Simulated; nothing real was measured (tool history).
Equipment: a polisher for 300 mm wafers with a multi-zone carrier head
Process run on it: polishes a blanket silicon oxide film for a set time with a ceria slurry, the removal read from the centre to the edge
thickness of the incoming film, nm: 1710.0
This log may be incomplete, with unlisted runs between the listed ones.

run,day,flow of slurry (ml/min),pressure of the head's centre zone,pressure of the head's middle zone,pressure of the head's edge zone,polishing time (s),film removed at the wafer's centre (angstrom),film removed at mid-radius (angstrom),film removed at the wafer's edge (angstrom)
1,0,150,1,1,1,81,5472.4,5359.2,5457.5
2,0.317,150,1,1,1.06,81,5356,5333.5,5642.2
3,0.429,150,0.99,1,1.03,76,4964.5,4890.6,5212.8
4,0.462,120,0.99,1,1.03,76,4891.5,4825.6,4912.9
5,0.712,120,0.99,1,1.03,65,4125.8,4132.8,4322.3
6,0.925,115,0.99,1,1.01,64,3927,3938.5,4227.4

What does the tool deliver on the next run?
7,1.258,110,1,1.01,0.99,63,?,?,?

{"run 7": {"film removed at the wafer's centre (angstrom)": 3960.4, "film removed at mid-radius (angstrom)": 3862, "film removed at the wafer's edge (angstrom)": 3954}}
